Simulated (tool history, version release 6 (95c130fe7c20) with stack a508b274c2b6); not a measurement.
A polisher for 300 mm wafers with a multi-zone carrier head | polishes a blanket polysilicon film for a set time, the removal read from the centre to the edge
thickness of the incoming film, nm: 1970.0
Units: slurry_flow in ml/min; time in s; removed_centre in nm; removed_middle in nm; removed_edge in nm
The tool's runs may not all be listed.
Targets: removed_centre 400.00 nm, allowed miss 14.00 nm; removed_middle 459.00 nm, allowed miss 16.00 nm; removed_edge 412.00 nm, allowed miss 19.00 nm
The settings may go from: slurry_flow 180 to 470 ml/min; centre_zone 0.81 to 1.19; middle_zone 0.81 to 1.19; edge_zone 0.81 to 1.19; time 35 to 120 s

Run 1, hour 0.0: slurry_flow 300 ml/min, centre_zone 1.00, middle_zone 1.00, edge_zone 1.00, time 77 s. Result: removed_centre 652.07 nm, removed_middle 649.00 nm, removed_edge 639.81 nm.
Run 2, hour 4.5: slurry_flow 300 ml/min, centre_zone 1.08, middle_zone 1.00, edge_zone 1.00, time 77 s. Result: removed_centre 709.08 nm, removed_middle 643.02 nm, removed_edge 673.42 nm.
Run 3, hour 10.2: slurry_flow 300 ml/min, centre_zone 1.01, middle_zone 1.00, edge_zone 1.00, time 77 s. Result: removed_centre 659.94 nm, removed_middle 651.03 nm, removed_edge 660.83 nm.
Run 4, hour 18.0: slurry_flow 300 ml/min, centre_zone 1.09, middle_zone 1.00, edge_zone 1.00, time 77 s. Result: removed_centre 715.36 nm, removed_middle 643.90 nm, removed_edge 658.80 nm.
Run 5, hour 20.9: slurry_flow 300 ml/min, centre_zone 1.02, middle_zone 1.01, edge_zone 0.96, time 68 s. Result: removed_centre 596.35 nm, removed_middle 576.59 nm, removed_edge 577.21 nm.
Run 6, hour 29.9: slurry_flow 300 ml/min, centre_zone 1.10, middle_zone 1.01, edge_zone 0.96, time 68 s. Result: removed_centre 629.30 nm, removed_middle 582.14 nm, removed_edge 572.76 nm.
Run 7, hour 30.7: slurry_flow 295 ml/min, centre_zone 1.03, middle_zone 1.01, edge_zone 0.93, time 62 s. Result: removed_centre 550.87 nm, removed_middle 515.48 nm, removed_edge 527.99 nm.
Run 8, hour 32.5: slurry_flow 310 ml/min, centre_zone 0.99, middle_zone 1.05, edge_zone 0.91, time 56 s. Result: removed_centre 475.53 nm, removed_middle 496.72 nm, removed_edge 455.39 nm.
Run 9, hour 34.3: slurry_flow 310 ml/min, centre_zone 0.95, middle_zone 1.05, edge_zone 0.90, time 55 s. Result: removed_centre 458.14 nm, removed_middle 482.44 nm, removed_edge 460.09 nm.

Which of these 4 next moves meets every target?
Run A, hour 36.1: slurry_flow 395 ml/min, centre_zone 1.19, middle_zone 0.98, edge_zone 0.81, time 54 s. Result: removed_centre ?, removed_middle ?, removed_edge ?.
Run B, hour 36.1: slurry_flow 385 ml/min, centre_zone 1.19, middle_zone 1.17, edge_zone 0.81, time 50 s. Result: removed_centre ?, removed_middle ?, removed_edge ?.
Run C, hour 36.1: slurry_flow 300 ml/min, centre_zone 1.04, middle_zone 0.99, edge_zone 0.88, time 63 s. Result: removed_centre ?, removed_middle ?, removed_edge ?.
Run D, hour 36.1: slurry_flow 345 ml/min, centre_zone 0.91, middle_zone 1.07, edge_zone 0.89, time 51 s. Result: removed_centre ?, removed_middle ?, removed_edge ?.

move  removed_centre  removed_middle  removed_edge
   A          567.65          454.72        427.19
   B          525.32          488.91        394.03
   C          565.79          524.97        509.30
   D          405.24          459.01        417.30
A: further off than the last run
B: further off than the last run
C: further off than the last run
D: meets every target
The right move is D.

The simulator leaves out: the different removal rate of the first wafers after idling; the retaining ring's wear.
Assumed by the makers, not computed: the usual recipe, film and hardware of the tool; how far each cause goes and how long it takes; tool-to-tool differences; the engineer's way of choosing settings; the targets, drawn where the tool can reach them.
